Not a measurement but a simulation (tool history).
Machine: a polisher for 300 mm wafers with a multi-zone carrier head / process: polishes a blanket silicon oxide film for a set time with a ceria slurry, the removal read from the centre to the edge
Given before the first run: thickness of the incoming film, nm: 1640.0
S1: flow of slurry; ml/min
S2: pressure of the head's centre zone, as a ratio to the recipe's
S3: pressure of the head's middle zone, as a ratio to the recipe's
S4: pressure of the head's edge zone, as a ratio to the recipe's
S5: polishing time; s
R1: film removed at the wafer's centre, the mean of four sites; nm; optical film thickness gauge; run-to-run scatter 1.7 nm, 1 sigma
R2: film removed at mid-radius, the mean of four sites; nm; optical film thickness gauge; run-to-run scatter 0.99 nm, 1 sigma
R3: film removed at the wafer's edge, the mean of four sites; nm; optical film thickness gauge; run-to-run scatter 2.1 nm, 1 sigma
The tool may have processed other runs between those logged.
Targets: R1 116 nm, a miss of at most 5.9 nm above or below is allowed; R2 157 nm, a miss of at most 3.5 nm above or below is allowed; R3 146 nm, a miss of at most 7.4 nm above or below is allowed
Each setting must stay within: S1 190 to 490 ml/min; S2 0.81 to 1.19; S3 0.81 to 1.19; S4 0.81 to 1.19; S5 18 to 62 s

Run 1, hour 0: S1 315 ml/min, S2 1, S3 1, S4 1, S5 40 s. Result: R1 100.62 nm, R2 103.5 nm, R3 101.92 nm.
Run 2, hour 3.6: S1 320 ml/min, S2 0.97, S3 1.04, S4 1.04, S5 43 s. Result: R1 104.74 nm, R2 112.78 nm, R3 114.52 nm.
Run 3, hour 8.1: S1 325 ml/min, S2 0.94, S3 1.08, S4 1.03, S5 45 s. Result: R1 102.97 nm, R2 123.98 nm, R3 118.34 nm.
Run 4, hour 14: S1 325 ml/min, S2 0.94, S3 1.02, S4 1.03, S5 45 s. Result: R1 107.5 nm, R2 117.45 nm, R3 117.9 nm.
Run 5, hour 22.6: S1 325 ml/min, S2 0.94, S3 1.02, S4 0.95, S5 45 s. Result: R1 103.84 nm, R2 117.52 nm, R3 114.9 nm.
At hour 28.7: edge zone pressure recalibrated.
Run 6, hour 28.7: S1 325 ml/min, S2 0.88, S3 1.02, S4 0.95, S5 45 s. Result: R1 99.207 nm, R2 117.62 nm, R3 107.92 nm.
Run 7, hour 31.8: S1 335 ml/min, S2 0.9, S3 1.06, S4 0.98, S5 47 s. Result: R1 104.87 nm, R2 126.48 nm, R3 117.36 nm.
Run 8, hour 33.7: S1 325 ml/min, S2 0.9, S3 1.09, S4 1.01, S5 49 s. Result: R1 110.28 nm, R2 136.39 nm, R3 118.69 nm.
Run 9, hour 37.2: S1 370 ml/min, S2 0.89, S3 1.11, S4 1.05, S5 50 s. Result: R1 111.11 nm, R2 142.91 nm, R3 127.73 nm.

Exercise: of the 5 proposed moves below, exactly one satisfies all targets within the stated allowed misses. Which move is it?
Run A, hour 40.7: S1 270 ml/min, S2 0.84, S3 1.12, S4 1.1, S5 56 s. Result: R1 ?, R2 ?, R3 ?.
Run B, hour 40.7: S1 310 ml/min, S2 0.93, S3 1.19, S4 0.85, S5 46 s. Result: R1 ?, R2 ?, R3 ?.
Run C, hour 40.7: S1 370 ml/min, S2 0.89, S3 1.09, S4 1.08, S5 56 s. Result: R1 ?, R2 ?, R3 ?.
Run D, hour 40.7: S1 360 ml/min, S2 0.94, S3 1.04, S4 0.86, S5 56 s. Result: R1 ?, R2 ?, R3 ?.
Run E, hour 40.7: S1 330 ml/min, S2 0.87, S3 1.15, S4 0.98, S5 54 s. Result: R1 ?, R2 ?, R3 ?.

move      R1      R2      R3
   A  115.91  155.49  145.97
   B  106.89  136.11   106.9
   C  126.22  155.66  147.43
   D  133.04  149.27  132.22
   E  117.92   155.9  134.59
A: each result inside its tolerance
B: moves away from the targets compared with the last run
C: brings the result that was furthest off to its target, and leaves another outside
D: moves toward the targets from the last run without getting all of them in spec
E: brings the result that was furthest off to its target, and leaves another outside
A meets every target.
